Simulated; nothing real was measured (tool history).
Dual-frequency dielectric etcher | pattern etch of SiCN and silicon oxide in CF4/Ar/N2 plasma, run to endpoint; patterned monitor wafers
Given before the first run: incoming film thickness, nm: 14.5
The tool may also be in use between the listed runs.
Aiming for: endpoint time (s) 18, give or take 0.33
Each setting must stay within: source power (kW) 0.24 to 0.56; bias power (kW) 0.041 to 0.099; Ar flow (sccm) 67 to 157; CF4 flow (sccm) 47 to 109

run,day,source power (kW),bias power (kW),Ar flow (sccm),CF4 flow (sccm),endpoint time (s)
1,0,0.4,0.07,112,78,20.515
2,0.354,0.4,0.07,94,78,19.942
3,0.529,0.41,0.07,94,78,19.578
4,0.65,0.46,0.07,94,78,17.284
5,0.946,0.46,0.081,94,78,16.709
6,1.233,0.39,0.081,94,78,19.72
7,1.533,0.39,0.081,94,78,19.863
8,1.775,0.4,0.081,94,78,19.068
9,2.025,0.41,0.081,94,78,18.879

Pick the move, out of 5, that brings all results within their allowed miss; only one does.
A,2.275,0.44,0.082,81,73,?
B,2.275,0.44,0.081,107,76,?
C,2.275,0.43,0.086,81,87,?
D,2.275,0.43,0.084,90,85,?
E,2.275,0.45,0.08,87,74,?

move,endpoint time (s)
A,17.455
B,17.998
C,17.066
D,17.449
E,17.287
A: the result that was furthest off in the last run now lies on the other side of its target
B: each result inside its tolerance
C: the result that was furthest off in the last run now lies on the other side of its target
D: the result that was furthest off in the last run now lies on the other side of its target
E: the result that was furthest off in the last run now lies on the other side of its target
Go with B: it meets all targets.

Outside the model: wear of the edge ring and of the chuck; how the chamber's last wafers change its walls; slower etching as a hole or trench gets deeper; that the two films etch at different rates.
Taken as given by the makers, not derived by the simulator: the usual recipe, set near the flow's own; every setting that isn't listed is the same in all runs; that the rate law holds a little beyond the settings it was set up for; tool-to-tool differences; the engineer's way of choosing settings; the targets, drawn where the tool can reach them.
